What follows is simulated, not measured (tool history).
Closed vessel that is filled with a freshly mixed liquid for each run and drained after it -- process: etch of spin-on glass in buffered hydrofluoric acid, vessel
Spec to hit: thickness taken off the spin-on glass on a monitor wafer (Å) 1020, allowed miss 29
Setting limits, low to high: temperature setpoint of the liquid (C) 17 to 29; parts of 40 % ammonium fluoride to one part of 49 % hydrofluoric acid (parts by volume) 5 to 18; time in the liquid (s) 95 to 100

run	day	temperature setpoint of the liquid (C)	parts of 40 % ammonium fluoride to one part of 49 % hydrofluoric acid (parts by volume)	time in the liquid (s)	thickness taken off the spin-on glass on a monitor wafer (Å)
1	0	21	11	95	1687.2
2	0.125	21	11	95	1700.8
3	0.392	23	11	95	1914.5
4	0.429	21.5	12	95	1603.3
5	0.596	24.5	12	95	1870.7
6	0.867	22.5	12.5	95	1603
7	0.925	21	13	95	1435.9
8	1.262	20	13.5	95	1303.3
9	1.542	19	14	95	1200.3
10	1.642	19	14	95	1185.8
11	1.829	18.5	14	95	1163.2
12	2.183	18	14	95	1107.9
13	2.354	17.5	14	95	1086.2

Consider the 4 candidate settings below. Which is the only one whose results all fall within their allowed miss of target?
A	2.525	19.5	15	95	?
B	2.525	17.5	14	100	?
C	2.525	17.5	15	95	?
D	2.525	17	12	95	?

move	thickness taken off the spin-on glass on a monitor wafer (Å)
A	1154.8
B	1161.6
C	1031.1
D	1247.5
A: misses by more than the last run did
B: misses by more than the last run did
C: every result lands within tolerance
D: misses by more than the last run did
Go with C: it meets all targets.
